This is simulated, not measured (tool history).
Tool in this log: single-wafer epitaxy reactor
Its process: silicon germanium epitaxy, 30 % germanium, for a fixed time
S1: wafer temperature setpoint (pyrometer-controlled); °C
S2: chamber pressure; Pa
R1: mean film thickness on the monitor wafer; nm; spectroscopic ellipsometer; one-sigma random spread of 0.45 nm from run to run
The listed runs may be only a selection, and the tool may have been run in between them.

run,hour,S1,S2,R1
1,0,620,3440,93.752
2,2.6,620,3120,90.756
3,3.8,614,3120,82.36
4,11.4,618,3120,87.588
# hour 13: capacitance manometer re-zeroed and calibrated
5,13,622,3146,90.945
6,19.1,626,3253,98.431
7,24.6,629,3280,103.34
8,27.1,632,3293,109.23
9,31.5,634,3306,111.21

What does the tool deliver on the next run?
10,38.7,636,3320,?

Run 10 gave R1 114.77 nm.

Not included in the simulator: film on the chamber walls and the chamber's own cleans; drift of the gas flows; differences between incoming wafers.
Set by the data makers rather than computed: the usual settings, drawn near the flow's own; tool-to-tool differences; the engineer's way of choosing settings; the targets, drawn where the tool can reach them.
